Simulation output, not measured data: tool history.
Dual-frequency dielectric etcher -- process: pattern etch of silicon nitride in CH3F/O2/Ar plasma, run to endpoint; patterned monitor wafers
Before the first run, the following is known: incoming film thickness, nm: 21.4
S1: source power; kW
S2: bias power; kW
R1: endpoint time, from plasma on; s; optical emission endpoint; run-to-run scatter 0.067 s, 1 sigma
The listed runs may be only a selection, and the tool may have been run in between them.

run  hour     S1     S2      R1
  1   0.0  0.510  0.100  24.358
  2   8.7  0.600  0.100  22.507
  3  11.9  0.600  0.083  23.390
  4  14.6  0.670  0.083  22.320
  5  17.0  0.630  0.083  23.004
  6  23.2  0.630  0.092  22.476

Run 7 has not been measured yet. What should we expect?
  7  24.7  0.640  0.093   ?

Logged for run 7: R1 22.138 s.
